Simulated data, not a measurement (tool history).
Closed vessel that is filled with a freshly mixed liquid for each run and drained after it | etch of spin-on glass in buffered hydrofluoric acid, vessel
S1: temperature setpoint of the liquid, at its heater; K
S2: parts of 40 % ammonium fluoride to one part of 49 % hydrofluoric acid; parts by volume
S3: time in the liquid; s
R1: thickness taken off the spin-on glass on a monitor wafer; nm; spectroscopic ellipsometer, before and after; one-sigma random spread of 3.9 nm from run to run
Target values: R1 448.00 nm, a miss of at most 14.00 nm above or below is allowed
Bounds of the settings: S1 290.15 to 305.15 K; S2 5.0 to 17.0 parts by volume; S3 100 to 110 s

run 1 hour=0.0 | S1=298.15 S2=10.5 S3=100 | R1=254.51
run 2 hour=0.9 | S1=299.15 S2=10.0 S3=100 | R1=284.49
run 3 hour=8.3 | S1=300.15 S2=10.0 S3=100 | R1=292.18
run 4 hour=9.3 | S1=300.15 S2=10.0 S3=100 | R1=298.92
run 5 hour=10.9 | S1=300.15 S2=10.0 S3=110 | R1=321.59
run 6 hour=11.9 | S1=300.15 S2=10.0 S3=100 | R1=292.99
run 7 hour=15.9 | S1=300.65 S2=9.5 S3=100 | R1=314.71
run 8 hour=20.3 | S1=301.15 S2=9.5 S3=100 | R1=321.07
run 9 hour=29.1 | S1=305.15 S2=7.5 S3=100 | R1=505.76
run 10 hour=34.3 | S1=304.65 S2=7.5 S3=100 | R1=484.44
run 11 hour=40.3 | S1=304.15 S2=7.5 S3=100 | R1=482.77
run 12 hour=45.8 | S1=304.15 S2=7.5 S3=100 | R1=481.75
run 13 hour=51.8 | S1=303.65 S2=7.5 S3=100 | R1=464.03

Pick the move, out of 4, that brings all results within their allowed miss; only one does.
run A hour=57.8 | S1=300.15 S2=6.0 S3=100 | R1=?
run B hour=57.8 | S1=302.15 S2=7.5 S3=110 | R1=?
run C hour=57.8 | S1=302.65 S2=6.5 S3=100 | R1=?
run D hour=57.8 | S1=304.15 S2=8.0 S3=100 | R1=?

move=A R1=478.00
move=B R1=474.93
move=C R1=509.15
move=D R1=447.15
A: misses by more than the last run did
B: misses by more than the last run did
C: misses by more than the last run did
D: in spec on every target
Answer: D
